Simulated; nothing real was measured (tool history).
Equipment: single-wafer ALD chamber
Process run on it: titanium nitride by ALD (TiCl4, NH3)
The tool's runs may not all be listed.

| run | hour | heater temperature setpoint (°C) | number of ALD cycles (cycles) | NH3 pulse time (s) | mean film thickness on the monitor wafer (angstrom) |
|---|---|---|---|---|---|
| 1 | 0.0 | 390 | 91 | 2.39 | 21.307 |
| 2 | 7.7 | 394 | 91 | 2.39 | 21.313 |
| 3 | 9.9 | 394 | 91 | 2.39 | 21.394 |
| 4 | 16.2 | 391 | 90 | 2.22 | 21.179 |
| 5 | 18.7 | 391 | 90 | 2.82 | 21.186 |
| 6 | 24.2 | 391 | 90 | 3.44 | 21.390 |
| 7 | 26.7 | 388 | 90 | 3.15 | 21.280 |
| 8 | 32.9 | 386 | 90 | 2.90 | 21.258 |

What will run 9 give?
| 9 | 40.6 | 385 | 90 | 2.67 | ? |

mean film thickness on the monitor wafer (angstrom): 21.207
